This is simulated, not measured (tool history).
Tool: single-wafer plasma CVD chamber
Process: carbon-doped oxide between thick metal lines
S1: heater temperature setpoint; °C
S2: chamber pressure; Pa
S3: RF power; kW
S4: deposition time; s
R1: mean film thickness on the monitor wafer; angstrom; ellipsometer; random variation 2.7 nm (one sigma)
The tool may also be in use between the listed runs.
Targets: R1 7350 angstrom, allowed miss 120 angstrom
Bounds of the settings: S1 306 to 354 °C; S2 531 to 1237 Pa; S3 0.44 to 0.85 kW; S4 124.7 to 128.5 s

{"run": 1, "hour": 0.0, "S1": 330, "S2": 884, "S3": 0.645, "S4": 124.7, "R1": 7972.8}
{"run": 2, "hour": 1.5, "S1": 334, "S2": 855, "S3": 0.64, "S4": 124.7, "R1": 7786.1}
{"run": 3, "hour": 8.5, "S1": 337, "S2": 836, "S3": 0.635, "S4": 124.7, "R1": 7601}
{"run": 4, "hour": 11.8, "S1": 337, "S2": 836, "S3": 0.635, "S4": 128.5, "R1": 7897.3}
{"hour": 16.3, "done": "RF generator calibrated"}
{"run": 5, "hour": 16.3, "S1": 340, "S2": 817, "S3": 0.635, "S4": 128.5, "R1": 7995}
{"run": 6, "hour": 18.2, "S1": 340, "S2": 812, "S3": 0.615, "S4": 128.4, "R1": 7872.5}
{"run": 7, "hour": 23.9, "S1": 340, "S2": 812, "S3": 0.615, "S4": 128.4, "R1": 7903.7}
{"run": 8, "hour": 25.7, "S1": 341, "S2": 808, "S3": 0.59, "S4": 128, "R1": 7684.3}
{"run": 9, "hour": 31.8, "S1": 342, "S2": 800, "S3": 0.575, "S4": 127.9, "R1": 7565.5}

4 next moves are on the table. One of them brings every result within its allowed miss. Which?
{"run": "A", "hour": 37.9, "S1": 332, "S2": 761, "S3": 0.585, "S4": 126.1, "R1": "?"}
{"run": "B", "hour": 37.9, "S1": 346, "S2": 915, "S3": 0.61, "S4": 127, "R1": "?"}
{"run": "C", "hour": 37.9, "S1": 348, "S2": 933, "S3": 0.585, "S4": 124.8, "R1": "?"}
{"run": "D", "hour": 37.9, "S1": 344, "S2": 851, "S3": 0.59, "S4": 128.1, "R1": "?"}

move=A R1=7710.5
move=B R1=7714.6
move=C R1=7390.3
move=D R1=7656.5
A: further off than the last run
B: further off than the last run
C: meets every target
D: further off than the last run
The right move is C.
